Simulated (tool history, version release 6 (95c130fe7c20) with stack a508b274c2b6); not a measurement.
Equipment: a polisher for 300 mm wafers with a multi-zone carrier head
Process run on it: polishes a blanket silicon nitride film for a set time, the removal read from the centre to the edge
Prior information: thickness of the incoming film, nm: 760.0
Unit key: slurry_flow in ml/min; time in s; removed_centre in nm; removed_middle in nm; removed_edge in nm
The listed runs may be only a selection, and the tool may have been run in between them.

run	day	slurry_flow	centre_zone	middle_zone	edge_zone	time	removed_centre	removed_middle	removed_edge
1	0	175	1	1	1	45	98.277	89.476	91.299
2	0.067	175	1	1	1.08	45	98.547	91.926	96.037
3	0.342	175	1	1	1	45	96.478	85.863	91.882
4	0.621	175	1	1	1	37	78.905	72.331	76.923
5	0.862	175	1	1	0.96	37	79.727	74.503	74.809
6	1.183	175	1	1.08	0.96	37	79.049	79.709	73.749
# day 1.425: centre zone pressure recalibrated
7	1.425	180	0.99	1.09	0.99	38	76.531	81.537	77.667
8	1.512	230	1.03	1.19	1.05	50	108.23	120.42	107.57
9	1.796	220	1.02	1.19	1.05	50	107.88	119.53	107.38

For run 10, what comes out?
10	2.008	215	1	1.19	1.05	50	?	?	?

{"run 10": {"removed_centre": 102.98, "removed_middle": 119.53, "removed_edge": 106.33}}
